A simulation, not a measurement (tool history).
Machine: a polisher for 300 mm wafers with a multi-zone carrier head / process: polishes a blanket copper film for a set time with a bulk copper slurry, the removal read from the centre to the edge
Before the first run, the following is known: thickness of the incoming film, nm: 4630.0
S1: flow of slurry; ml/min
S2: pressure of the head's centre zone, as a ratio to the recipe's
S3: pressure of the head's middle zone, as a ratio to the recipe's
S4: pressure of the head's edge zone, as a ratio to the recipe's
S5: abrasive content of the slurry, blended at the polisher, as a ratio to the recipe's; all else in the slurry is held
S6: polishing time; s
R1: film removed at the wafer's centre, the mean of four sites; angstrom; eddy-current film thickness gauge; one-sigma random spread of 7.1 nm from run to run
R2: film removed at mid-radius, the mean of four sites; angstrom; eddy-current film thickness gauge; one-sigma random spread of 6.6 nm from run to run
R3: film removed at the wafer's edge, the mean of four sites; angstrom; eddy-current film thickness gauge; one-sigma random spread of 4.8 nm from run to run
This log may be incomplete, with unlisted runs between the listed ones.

run,hour,S1,S2,S3,S4,S5,S6,R1,R2,R3
1,0.0,120,1.00,1.00,1.00,1.00,45,4529.3,4524.6,4444.3
2,0.7,130,1.02,1.00,1.04,1.10,47,5024.1,4972.4,4974.1
3,4.8,130,1.06,1.00,1.04,1.10,47,5232.6,4910.0,4949.0
4,8.5,130,1.06,1.06,1.04,1.10,47,5105.4,5102.0,4934.0
5,16.5,130,1.01,1.06,1.04,1.10,47,4885.7,5180.3,4940.4
6,20.5,130,1.01,1.06,1.04,1.20,47,4969.7,5127.7,4999.4

Estimate the outcome of run 7 from the log above:
7,24.7,160,1.11,1.09,1.14,1.45,57,?,?,?

R1: 7271.7 angstrom
R2: 6951.9 angstrom
R3: 6738.5 angstrom
